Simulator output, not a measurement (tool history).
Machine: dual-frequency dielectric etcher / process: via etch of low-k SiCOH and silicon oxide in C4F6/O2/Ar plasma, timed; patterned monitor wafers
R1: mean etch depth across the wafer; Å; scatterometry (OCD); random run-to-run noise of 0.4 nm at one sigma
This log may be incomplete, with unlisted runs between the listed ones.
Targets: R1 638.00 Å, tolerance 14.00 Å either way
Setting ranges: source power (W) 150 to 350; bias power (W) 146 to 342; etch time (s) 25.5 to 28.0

run 1 hour=0.0 | source_power_(W)=250 bias_power_(W)=244 etch_time_(s)=28.0 | R1=573.43
run 2 hour=6.4 | source_power_(W)=250 bias_power_(W)=244 etch_time_(s)=28.0 | R1=568.36
run 3 hour=9.4 | source_power_(W)=260 bias_power_(W)=246 etch_time_(s)=28.0 | R1=579.53
run 4 hour=14.5 | source_power_(W)=270 bias_power_(W)=248 etch_time_(s)=28.0 | R1=577.09
run 5 hour=17.4 | source_power_(W)=270 bias_power_(W)=271 etch_time_(s)=28.0 | R1=606.52
run 6 hour=20.8 | source_power_(W)=270 bias_power_(W)=273 etch_time_(s)=28.0 | R1=609.80
run 7 hour=27.9 | source_power_(W)=270 bias_power_(W)=275 etch_time_(s)=28.0 | R1=603.43
run 8 hour=33.6 | source_power_(W)=270 bias_power_(W)=278 etch_time_(s)=28.0 | R1=607.58
run 9 hour=34.4 | source_power_(W)=270 bias_power_(W)=280 etch_time_(s)=28.0 | R1=614.24
run 10 hour=43.3 | source_power_(W)=270 bias_power_(W)=282 etch_time_(s)=28.0 | R1=611.90
run 11 hour=47.0 | source_power_(W)=270 bias_power_(W)=284 etch_time_(s)=28.0 | R1=617.57
run 12 hour=49.8 | source_power_(W)=270 bias_power_(W)=285 etch_time_(s)=28.0 | R1=618.07
run 13 hour=57.8 | source_power_(W)=270 bias_power_(W)=286 etch_time_(s)=28.0 | R1=621.90
run 14 hour=66.0 | source_power_(W)=270 bias_power_(W)=287 etch_time_(s)=28.0 | R1=617.27
-- hour=72.7 bias power generator calibrated
run 15 hour=72.7 | source_power_(W)=270 bias_power_(W)=288 etch_time_(s)=28.0 | R1=617.05

Of the 5 settings listed for the next run, only one would bring every result within its allowed miss of target. Which one?
run A hour=79.4 | source_power_(W)=290 bias_power_(W)=288 etch_time_(s)=27.0 | R1=?
run B hour=79.4 | source_power_(W)=240 bias_power_(W)=287 etch_time_(s)=27.0 | R1=?
run C hour=79.4 | source_power_(W)=270 bias_power_(W)=288 etch_time_(s)=26.0 | R1=?
run D hour=79.4 | source_power_(W)=260 bias_power_(W)=318 etch_time_(s)=28.0 | R1=?
run E hour=79.4 | source_power_(W)=270 bias_power_(W)=275 etch_time_(s)=28.0 | R1=?

move=A R1=621.54
move=B R1=583.12
move=C R1=584.44
move=D R1=644.90
move=E R1=618.82
A: better than the last run, though not everything is in spec
B: its largest miss is bigger than the last run's
C: its largest miss is bigger than the last run's
D: hits every target within its allowed miss
E: better than the last run, though not everything is in spec
D meets every target.

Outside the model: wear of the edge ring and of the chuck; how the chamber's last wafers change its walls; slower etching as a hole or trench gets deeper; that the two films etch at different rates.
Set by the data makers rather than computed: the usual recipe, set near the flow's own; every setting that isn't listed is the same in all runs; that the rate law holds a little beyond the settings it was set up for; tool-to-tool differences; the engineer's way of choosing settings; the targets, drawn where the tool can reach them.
